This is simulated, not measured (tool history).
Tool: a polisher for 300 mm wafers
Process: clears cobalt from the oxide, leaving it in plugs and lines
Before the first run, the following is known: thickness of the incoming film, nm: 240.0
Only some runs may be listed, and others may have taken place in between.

run,hour,flow of slurry (ml/min),pressure of the wafer on the pad (psi),speed of the pad under the wafer (m/s),overpolish time after the end point (s),time until the end point was called (s),dishing of a wide line in a test structure (Å)
1,0,230,1.5,0.84,27,68.706,478.29
2,7.7,225,1.4,0.84,29,73.134,484.57
3,15.6,225,1.3,0.84,31,78.958,493.04
4,20.2,220,1.3,0.84,32,78.086,508.66
5,24.1,220,1.3,0.84,39,79.642,558.16
6,31.6,220,1.6,0.84,39,64.621,596.14
7,32.1,220,1.5,0.84,38,69.115,570.78
8,40.7,220,1.4,0.84,37,73.5,542.39
9,44.1,220,1.3,0.84,37,78.588,536.34

Expected results for the next run?
10,50.2,220,1.3,0.84,36,?,?

Run 10 measured time until the end point was called (s) 79.32, dishing of a wide line in a test structure (Å) 520.82.
